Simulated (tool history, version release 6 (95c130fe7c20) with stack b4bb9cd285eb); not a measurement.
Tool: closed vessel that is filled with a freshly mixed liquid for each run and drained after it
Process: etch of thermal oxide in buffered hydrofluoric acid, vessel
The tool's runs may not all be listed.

| run | hour | temperature setpoint of the liquid (C) | parts of 40 % ammonium fluoride to one part of 49 % hydrofluoric acid (parts by volume) | time in the liquid (s) | thickness taken off the thermal oxide on a monitor wafer (Å) |
|---|---|---|---|---|---|
| 1 | 0.0 | 24.0 | 17.0 | 30 | 188.75 |
| 2 | 5.5 | 22.5 | 17.0 | 30 | 174.75 |
| 3 | 12.1 | 21.5 | 17.0 | 30 | 163.69 |
| 4 | 21.1 | 21.5 | 21.5 | 30 | 134.02 |
| 5 | 23.0 | 22.0 | 21.5 | 30 | 134.50 |
| 6 | 32.3 | 20.5 | 21.5 | 30 | 123.85 |
| 7 | 35.7 | 20.5 | 21.5 | 30 | 126.50 |

Run 8 comes next. What will it give?
| 8 | 41.9 | 21.5 | 21.5 | 30 | ? |

thickness taken off the thermal oxide on a monitor wafer (Å): 132.47
